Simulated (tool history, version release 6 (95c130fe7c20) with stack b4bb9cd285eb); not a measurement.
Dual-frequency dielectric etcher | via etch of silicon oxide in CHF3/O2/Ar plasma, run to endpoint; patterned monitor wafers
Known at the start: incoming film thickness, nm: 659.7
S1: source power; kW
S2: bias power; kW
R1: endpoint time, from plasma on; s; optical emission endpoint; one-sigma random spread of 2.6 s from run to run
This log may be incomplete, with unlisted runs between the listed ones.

run	hour	S1	S2	R1
1	0	0.89	0.211	290.28
2	2.9	0.85	0.206	293.24
3	8.8	0.81	0.197	302.38
4	15.7	0.9	0.197	295.44
5	16.5	0.9	0.16	310.75
6	24.1	0.9	0.141	315.26
7	32.6	0.87	0.139	325.46

Estimate the outcome of run 8 from the log above:
8	41.3	0.85	0.138	?

Run 8 produced R1 327.5 s.
